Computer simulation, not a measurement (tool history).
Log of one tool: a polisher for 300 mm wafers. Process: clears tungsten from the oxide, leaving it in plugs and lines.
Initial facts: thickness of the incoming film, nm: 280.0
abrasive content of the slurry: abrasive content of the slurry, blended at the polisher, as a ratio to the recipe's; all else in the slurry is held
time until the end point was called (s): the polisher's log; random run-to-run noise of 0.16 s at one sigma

| run | day | flow of slurry (ml/min) | pressure of the wafer on the pad (psi) | speed of the pad under the wafer (cm/s) | abrasive content of the slurry | overpolish time after the end point (s) | time until the end point was called (s) |
|---|---|---|---|---|---|---|---|
| 1 | 0 | 320 | 4.5 | 122 | 1 | 16 | 32.268 |
| 2 | 0.158 | 275 | 4.5 | 122 | 1 | 16 | 32.047 |
| 3 | 0.312 | 235 | 4.5 | 122 | 1 | 16 | 33.105 |
| 4 | 0.6 | 240 | 5.2 | 122 | 1 | 16 | 29.648 |
| 5 | 0.962 | 240 | 5.2 | 122 | 1 | 17 | 29.192 |
| 6 | 1.142 | 240 | 5.2 | 122 | 1.1 | 17 | 28.798 |
| 7 | 1.396 | 250 | 5.7 | 126 | 1.1 | 17 | 25.263 |

Run 8 has not been measured yet. What should we expect?
| 8 | 1.529 | 250 | 7 | 134 | 1.1 | 17 | ? |

{"run 8": {"time until the end point was called (s)": 19.922}}

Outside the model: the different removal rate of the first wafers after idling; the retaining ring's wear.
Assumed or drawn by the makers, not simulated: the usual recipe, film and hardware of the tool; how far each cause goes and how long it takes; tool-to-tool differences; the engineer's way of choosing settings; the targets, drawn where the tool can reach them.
